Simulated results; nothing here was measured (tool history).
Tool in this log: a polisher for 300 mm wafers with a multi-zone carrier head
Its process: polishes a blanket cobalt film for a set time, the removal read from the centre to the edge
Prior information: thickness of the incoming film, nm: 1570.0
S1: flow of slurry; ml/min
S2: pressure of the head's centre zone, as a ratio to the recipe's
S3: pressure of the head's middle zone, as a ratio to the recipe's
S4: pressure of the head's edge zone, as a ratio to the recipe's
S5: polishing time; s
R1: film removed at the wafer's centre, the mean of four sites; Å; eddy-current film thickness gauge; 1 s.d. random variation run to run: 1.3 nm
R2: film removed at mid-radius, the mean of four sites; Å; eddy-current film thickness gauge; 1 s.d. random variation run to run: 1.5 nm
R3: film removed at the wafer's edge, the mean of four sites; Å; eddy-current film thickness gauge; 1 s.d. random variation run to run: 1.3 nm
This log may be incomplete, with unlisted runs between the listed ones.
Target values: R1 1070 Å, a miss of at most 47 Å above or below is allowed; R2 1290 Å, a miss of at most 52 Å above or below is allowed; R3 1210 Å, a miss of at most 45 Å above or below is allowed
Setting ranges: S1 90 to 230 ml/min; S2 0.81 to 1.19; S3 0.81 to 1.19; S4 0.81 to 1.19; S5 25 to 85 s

run  hour   S1    S2    S3    S4  S5      R1      R2      R3
  1     0  150     1     1     1  55  1721.5  1682.7  1716.1
  2   4.8  150  0.95     1     1  55  1596.5  1724.9  1697.4
  3   6.3  145  0.94  0.99  0.98  53  1568.4  1638.2  1605.6
  4     9  165  0.94  0.99  0.98  53  1553.6  1682.3  1637.5
  5  15.4  130  0.94  0.99  0.98  53  1505.9  1640.4  1576.7
  6  22.8  130  0.89  0.99  0.98  53  1464.5  1606.8  1635.9
  7  28.9  130  0.88  0.99  0.97  51  1355.5  1540.1  1537.5
  8  31.9  130  0.87  0.99  0.95  50  1322.6  1532.3  1469.7
  9  38.9  130  0.86  0.98  0.94  49  1311.7  1470.7  1452.7
 10  39.8  130  0.85  0.98  0.93  48  1244.8  1449.4  1408.2
 11  41.9  130  0.84  0.98  0.92  47  1180.5  1389.1  1363.1
 12  42.6  130  0.84  0.98  0.91  47  1186.5  1395.6  1348.7

Which of these 4 next moves meets every target?
  A  43.3  180  0.97  1.05  0.81  41   ?   ?   ?
  B  43.3  105  0.82  1.19  0.84  50   ?   ?   ?
  C  43.3  135  0.84  0.81  1.14  48   ?   ?   ?
  D  43.3  135  0.84  0.99  0.88  42   ?   ?   ?

move      R1      R2      R3
   A  1263.2  1348.3  1175.1
   B  1191.9  1690.4  1375.8
   C  1221.5  1231.7  1577.7
   D  1070.1  1266.1  1215.2
A: the worst result of the last run now meets its target, but another is out of spec
B: the biggest miss grows against the last run
C: the biggest miss grows against the last run
D: every result lands within tolerance
The right move is D.

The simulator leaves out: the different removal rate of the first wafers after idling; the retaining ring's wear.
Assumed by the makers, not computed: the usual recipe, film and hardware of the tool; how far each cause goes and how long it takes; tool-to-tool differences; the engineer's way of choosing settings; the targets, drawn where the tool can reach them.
